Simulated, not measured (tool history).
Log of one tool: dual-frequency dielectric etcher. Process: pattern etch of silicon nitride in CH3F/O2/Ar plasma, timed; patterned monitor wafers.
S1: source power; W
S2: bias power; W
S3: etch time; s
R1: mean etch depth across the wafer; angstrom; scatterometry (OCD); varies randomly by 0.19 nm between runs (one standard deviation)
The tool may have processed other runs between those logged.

run 1 hour=0 | S1=380 S2=70 S3=44 | R1=285.05
run 2 hour=3.8 | S1=390 S2=71 S3=44 | R1=286.79
run 3 hour=9.9 | S1=390 S2=62 S3=44 | R1=277.83
run 4 hour=15.7 | S1=390 S2=67 S3=44 | R1=285.17
run 5 hour=24.4 | S1=390 S2=67 S3=40 | R1=256.45
run 6 hour=27 | S1=350 S2=67 S3=40 | R1=247.26
run 7 hour=29.9 | S1=380 S2=68 S3=40 | R1=257.2

Expected results for the next run?
run 8 hour=34.8 | S1=410 S2=69 S3=40 | R1=?

For run 8 the tool returned R1 267.95 angstrom.
